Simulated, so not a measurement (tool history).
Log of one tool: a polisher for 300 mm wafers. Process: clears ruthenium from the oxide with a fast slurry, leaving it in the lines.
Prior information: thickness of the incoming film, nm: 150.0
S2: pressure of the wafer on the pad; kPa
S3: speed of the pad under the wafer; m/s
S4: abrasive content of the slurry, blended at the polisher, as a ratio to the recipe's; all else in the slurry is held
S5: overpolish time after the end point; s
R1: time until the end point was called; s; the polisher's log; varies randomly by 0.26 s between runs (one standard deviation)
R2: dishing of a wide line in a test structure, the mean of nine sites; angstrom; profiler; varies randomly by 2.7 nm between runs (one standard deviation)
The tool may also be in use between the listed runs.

Run 1, hour 0.0: flow of slurry (ml/min) 145, S2 21.4 kPa, S3 1.28 m/s, S4 1.00, S5 19 s. Result: R1 20.652 s, R2 976.84 angstrom.
Run 2, hour 0.7: flow of slurry (ml/min) 145, S2 21.4 kPa, S3 1.46 m/s, S4 1.00, S5 19 s. Result: R1 18.791 s, R2 1134.10 angstrom.
Run 3, hour 3.9: flow of slurry (ml/min) 130, S2 21.4 kPa, S3 1.46 m/s, S4 1.00, S5 19 s. Result: R1 18.618 s, R2 1081.50 angstrom.
Run 4, hour 4.6: flow of slurry (ml/min) 130, S2 21.4 kPa, S3 1.46 m/s, S4 1.00, S5 11 s. Result: R1 19.050 s, R2 722.72 angstrom.
Run 5, hour 9.9: flow of slurry (ml/min) 130, S2 21.4 kPa, S3 1.20 m/s, S4 1.00, S5 11 s. Result: R1 22.463 s, R2 607.19 angstrom.
Run 6, hour 11.1: flow of slurry (ml/min) 130, S2 21.4 kPa, S3 1.20 m/s, S4 1.10, S5 11 s. Result: R1 21.848 s, R2 605.76 angstrom.
Run 7, hour 17.2: flow of slurry (ml/min) 105, S2 26.2 kPa, S3 1.22 m/s, S4 0.85, S5 20 s. Result: R1 20.414 s, R2 1091.50 angstrom.
Run 8, hour 18.1: flow of slurry (ml/min) 105, S2 26.2 kPa, S3 1.22 m/s, S4 0.85, S5 20 s. Result: R1 20.732 s, R2 1089.40 angstrom.
Run 9, hour 23.5: flow of slurry (ml/min) 110, S2 26.2 kPa, S3 1.22 m/s, S4 0.80, S5 22 s. Result: R1 20.637 s, R2 1147.30 angstrom.
Run 10, hour 27.0: flow of slurry (ml/min) 105, S2 26.2 kPa, S3 1.22 m/s, S4 0.80, S5 23 s. Result: R1 20.534 s, R2 1169.80 angstrom.

Predict the results of run 11:
Run 11, hour 33.8: flow of slurry (ml/min) 105, S2 26.2 kPa, S3 1.22 m/s, S4 0.80, S5 25 s. Result: R1 ?, R2 ?.

R1: 20.788 s
R2: 1237.00 angstrom

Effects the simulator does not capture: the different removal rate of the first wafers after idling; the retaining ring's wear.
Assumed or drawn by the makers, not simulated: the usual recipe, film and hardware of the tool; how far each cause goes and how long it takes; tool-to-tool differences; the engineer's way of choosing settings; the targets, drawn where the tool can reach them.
